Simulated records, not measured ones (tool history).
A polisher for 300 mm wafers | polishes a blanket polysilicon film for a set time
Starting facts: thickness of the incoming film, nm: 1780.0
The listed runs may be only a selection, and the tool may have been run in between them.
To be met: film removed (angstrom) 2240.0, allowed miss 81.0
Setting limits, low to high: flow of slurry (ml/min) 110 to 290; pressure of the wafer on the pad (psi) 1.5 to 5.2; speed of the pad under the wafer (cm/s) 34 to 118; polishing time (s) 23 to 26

run  hour  flow of slurry (ml/min)  pressure of the wafer on the pad (psi)  speed of the pad under the wafer (cm/s)  polishing time (s)  film removed (angstrom)
  1   0.0                      185                                     3.3                                       76                  26                   1771.8
  2   7.4                      185                                     3.4                                       76                  26                   1782.9
  3   9.9                      185                                     3.4                                       76                  23                   1566.9
  4  13.2                      185                                     4.2                                       76                  23                   1818.8
  5  14.4                      185                                     4.4                                       76                  23                   1925.4
  6  20.0                      185                                     4.4                                       76                  23                   1901.7
  7  21.1                      185                                     4.6                                       76                  23                   1934.3
  8  27.9                      185                                     4.7                                       76                  23                   1983.9
  9  35.4                      185                                     4.8                                       76                  23                   2018.7
 10  40.2                      185                                     4.9                                       76                  23                   2055.5
 11  41.8                      185                                     5.0                                       76                  23                   2079.8

Exactly one of the 4 candidate moves below puts every result within its allowed miss. Which one?
  A  43.4                      140                                     5.2                                       74                  25                        ?
  B  43.4                      130                                     4.8                                       72                  26                        ?
  C  43.4                      155                                     5.0                                       76                  23                        ?
  D  43.4                      180                                     4.7                                       76                  23                        ?

move  film removed (angstrom)
   A                   2199.7
   B                   2069.9
   C                   2041.1
   D                   1981.5
A: meets every target
B: its largest miss is bigger than the last run's
C: its largest miss is bigger than the last run's
D: its largest miss is bigger than the last run's
A meets every target.
